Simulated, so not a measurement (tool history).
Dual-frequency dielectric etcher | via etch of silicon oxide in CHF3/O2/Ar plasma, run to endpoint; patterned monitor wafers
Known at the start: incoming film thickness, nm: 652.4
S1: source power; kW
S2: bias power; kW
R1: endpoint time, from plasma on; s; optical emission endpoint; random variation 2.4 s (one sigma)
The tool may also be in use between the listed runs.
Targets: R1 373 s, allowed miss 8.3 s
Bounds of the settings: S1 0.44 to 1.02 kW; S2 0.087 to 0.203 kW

run,hour,S1,S2,R1
1,0,0.73,0.145,301.62
2,2.7,0.73,0.164,292.25
3,4.9,0.84,0.164,276.29
4,9.8,0.77,0.154,289.09
5,14.8,0.71,0.145,305.24
6,23.8,0.66,0.139,321.58
7,24.7,0.62,0.137,324.89
8,30.5,0.62,0.137,324.44
9,38.5,0.59,0.132,335.71
10,41.9,0.45,0.12,385.81

Which of these 5 next moves meets every target?
A,45.3,0.44,0.111,?
B,45.3,0.49,0.117,?
C,45.3,0.49,0.089,?
D,45.3,0.44,0.11,?
E,45.3,0.44,0.116,?

move,R1
A,390.79
B,369.83
C,393.65
D,391.63
E,386.66
A: further off than the last run
B: meets every target
C: further off than the last run
D: further off than the last run
E: further off than the last run
The right move is B.
